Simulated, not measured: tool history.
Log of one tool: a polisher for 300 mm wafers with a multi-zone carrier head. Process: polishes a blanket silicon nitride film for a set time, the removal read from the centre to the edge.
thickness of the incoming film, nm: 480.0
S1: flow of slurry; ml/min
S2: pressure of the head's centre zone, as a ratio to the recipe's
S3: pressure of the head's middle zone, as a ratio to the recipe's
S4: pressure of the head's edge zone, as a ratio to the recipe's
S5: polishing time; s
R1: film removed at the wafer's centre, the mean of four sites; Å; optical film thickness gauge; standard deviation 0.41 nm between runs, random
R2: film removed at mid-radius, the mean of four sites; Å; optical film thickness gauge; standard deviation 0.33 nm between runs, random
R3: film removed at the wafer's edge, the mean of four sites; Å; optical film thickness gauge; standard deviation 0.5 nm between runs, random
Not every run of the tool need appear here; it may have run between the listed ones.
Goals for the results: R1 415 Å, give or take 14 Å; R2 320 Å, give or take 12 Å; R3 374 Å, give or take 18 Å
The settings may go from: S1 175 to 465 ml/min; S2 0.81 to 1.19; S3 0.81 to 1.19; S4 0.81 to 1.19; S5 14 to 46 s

run    day   S1    S2    S3    S4  S5      R1      R2      R3
  1      0  295     1     1     1  30  521.05  508.65   547.8
  2  0.096  295  1.07     1     1  30  557.35  502.31  543.38
  3  0.383  295  1.08  0.97  0.98  28  513.87  462.28  508.69
  4    0.5  295  1.08  0.97  0.98  33  606.38  540.17  586.46
  5  0.842  230  1.08  0.97  0.98  33  590.08  535.76  584.45
  6  0.904  230  1.08  1.01  0.98  33   601.2  560.66  588.92
  7  0.979  240   1.1  0.98  0.97  30  549.55  495.08  509.38
  8  1.158  255  1.11  0.95  0.98  28  522.88  447.85  487.62
  9  1.333  260  1.11  0.93  0.98  26  485.35  416.66  456.64
 10  1.579  265  1.12  0.91  0.98  25   472.2   392.1  435.18
 11  1.608  265  1.12  0.89  0.98  24  458.64  367.58   424.3
 12  1.733  265  1.12  0.88  0.97  24  454.93  362.29  421.45
 13  2.112  260  1.12  0.87  0.95  24  455.16  363.61  418.05
 14  2.233  255  1.12  0.86  0.95  23  435.34  341.11  393.12
 15  2.592  250  1.12  0.85  0.94  23  424.79  338.06  402.26
 16  2.675  245  1.13  0.85  0.93  23  431.98  334.16  396.56
     2.721  -- edge zone pressure recalibrated
 17  2.721  240  1.13  0.85  0.92  23   428.1  334.01  368.96
 18  3.021  235  1.13  0.84  0.92  23  431.89  330.45  367.85
 19  3.179  235  1.12  0.83  0.92  23  431.34  325.14   382.4

Exactly one of the 4 candidate moves below puts every result within its allowed miss. Which one?
  A  3.338  330  1.05  0.85  1.06  23   ?   ?   ?
  B  3.338  265  1.01  0.97  0.99  22   ?   ?   ?
  C  3.338  180  1.09  0.82  0.91  23   ?   ?   ?
  D  3.338  220  1.15  0.81  0.92  23   ?   ?   ?

move      R1      R2      R3
   A   410.6  347.04  403.15
   B  371.61  364.89  367.99
   C  405.32  321.97  362.17
   D  435.42   323.8  368.46
A: brings the last run's worst result on target, with another outside its allowed miss
B: pushes the last run's worst result past its target
C: every result lands within tolerance
D: further off than the last run
Correct choice: C, which meets every target

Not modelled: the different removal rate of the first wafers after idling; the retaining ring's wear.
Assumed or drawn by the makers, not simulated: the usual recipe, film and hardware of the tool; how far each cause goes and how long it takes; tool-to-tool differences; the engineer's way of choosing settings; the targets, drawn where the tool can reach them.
